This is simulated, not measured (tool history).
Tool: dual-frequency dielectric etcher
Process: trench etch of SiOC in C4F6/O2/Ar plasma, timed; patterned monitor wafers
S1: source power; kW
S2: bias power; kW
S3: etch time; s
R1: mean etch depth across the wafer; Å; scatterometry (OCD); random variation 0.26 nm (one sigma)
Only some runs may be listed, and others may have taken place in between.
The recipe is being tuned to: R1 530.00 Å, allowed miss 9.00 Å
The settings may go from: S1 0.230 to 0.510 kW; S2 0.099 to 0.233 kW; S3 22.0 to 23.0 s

run,day,S1,S2,S3,R1
1,0.000,0.370,0.166,22.0,424.82
2,0.296,0.400,0.176,22.0,453.05
3,0.412,0.420,0.179,22.0,469.04
4,0.638,0.420,0.154,22.0,436.96
5,0.708,0.420,0.141,22.0,421.21
6,0.821,0.420,0.129,22.0,399.66
7,0.846,0.490,0.163,22.5,492.10
8,0.883,0.490,0.167,22.5,496.86
9,1.083,0.490,0.171,22.5,503.76
10,1.138,0.490,0.174,22.5,507.06
11,1.188,0.490,0.176,22.5,512.24
12,1.279,0.490,0.177,22.5,511.87
13,1.583,0.490,0.178,22.5,510.64

Next run, 5 choices. One meets every target within its allowed miss, the rest don't. Which?
A,1.888,0.480,0.173,22.5,?
B,1.888,0.450,0.171,23.0,?
C,1.888,0.510,0.175,23.0,?
D,1.888,0.500,0.161,23.0,?
E,1.888,0.460,0.172,22.5,?

move,R1
A,499.74
B,493.14
C,528.00
D,504.17
E,488.68
A: the biggest miss grows against the last run
B: the biggest miss grows against the last run
C: every result within its allowed miss
D: the biggest miss grows against the last run
E: the biggest miss grows against the last run
Correct choice: C, which meets every target
